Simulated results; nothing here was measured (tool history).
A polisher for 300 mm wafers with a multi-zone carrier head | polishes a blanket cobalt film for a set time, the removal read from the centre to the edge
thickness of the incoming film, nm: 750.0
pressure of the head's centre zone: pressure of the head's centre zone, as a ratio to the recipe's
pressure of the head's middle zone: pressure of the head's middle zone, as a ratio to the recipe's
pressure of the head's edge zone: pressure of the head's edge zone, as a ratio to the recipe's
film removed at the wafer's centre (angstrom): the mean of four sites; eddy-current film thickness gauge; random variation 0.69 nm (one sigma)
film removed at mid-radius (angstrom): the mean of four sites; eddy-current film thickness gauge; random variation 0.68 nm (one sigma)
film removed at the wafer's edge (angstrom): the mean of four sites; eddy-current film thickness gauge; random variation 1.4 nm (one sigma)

run,hour,flow of slurry (ml/min),pressure of the head's centre zone,pressure of the head's middle zone,pressure of the head's edge zone,polishing time (s),film removed at the wafer's centre (angstrom),film removed at mid-radius (angstrom),film removed at the wafer's edge (angstrom)
1,0.0,205,1.00,1.00,1.00,43,1561.80,1568.40,1546.90
2,3.9,195,0.96,0.97,0.97,39,1352.30,1376.70,1369.20
3,7.3,195,1.02,0.97,0.97,39,1441.30,1365.50,1395.30
4,8.8,185,0.97,0.95,0.95,36,1248.10,1242.70,1284.20
5,15.0,185,0.97,1.03,0.95,36,1254.60,1336.50,1229.40
6,16.3,185,0.97,1.03,1.00,36,1247.60,1314.50,1265.10
7,16.9,180,0.94,1.00,0.98,33,1107.50,1173.90,1173.50
8,24.1,175,0.92,0.98,0.95,31,1019.70,1081.10,1054.00
9,25.3,165,0.90,0.96,0.94,31,991.69,1054.90,1067.30
10,31.8,160,0.88,0.94,0.92,31,946.73,1035.20,1068.60
11,38.9,160,0.88,0.93,0.90,30,934.23,993.88,1017.50
12,47.1,155,0.87,0.92,0.89,30,929.86,973.35,1021.30
13,49.0,150,0.86,0.92,0.88,30,895.36,968.05,1022.80
14,56.5,150,0.86,0.92,0.87,30,894.59,969.17,1004.20
15,62.6,145,0.86,0.92,0.86,30,894.81,969.77,998.68
16,66.9,145,0.86,0.92,0.85,30,894.28,957.08,1007.10

The next listed run, before its measurement:
17,70.6,145,0.86,0.92,0.85,30,?,?,?

Run 17 gave film removed at the wafer's centre (angstrom) 893.90, film removed at mid-radius (angstrom) 959.86, film removed at the wafer's edge (angstrom) 974.21.

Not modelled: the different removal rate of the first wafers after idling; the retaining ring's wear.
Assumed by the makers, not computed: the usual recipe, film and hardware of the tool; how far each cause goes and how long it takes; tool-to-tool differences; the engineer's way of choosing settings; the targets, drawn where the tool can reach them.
